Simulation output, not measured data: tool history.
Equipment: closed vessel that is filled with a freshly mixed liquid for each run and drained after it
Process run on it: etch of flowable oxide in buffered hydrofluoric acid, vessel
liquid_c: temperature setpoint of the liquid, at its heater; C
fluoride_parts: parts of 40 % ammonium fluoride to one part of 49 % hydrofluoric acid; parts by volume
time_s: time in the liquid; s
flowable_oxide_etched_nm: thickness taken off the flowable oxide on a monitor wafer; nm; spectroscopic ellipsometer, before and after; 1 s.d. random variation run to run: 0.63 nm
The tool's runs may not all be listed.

run,hour,liquid_c,fluoride_parts,time_s,flowable_oxide_etched_nm
1,0.0,20,10.5,100,223.30
2,5.5,19,10.5,100,210.88
3,12.7,19,8.5,100,250.87
4,19.0,19,8.5,110,276.24
5,25.5,17,8.5,110,247.21
6,31.8,17,8.5,110,247.48
7,34.1,17,9.5,110,223.42

Forecast run 8:
8,36.2,17,9.5,110,?

{"run 8": {"flowable_oxide_etched_nm": 223.82}}
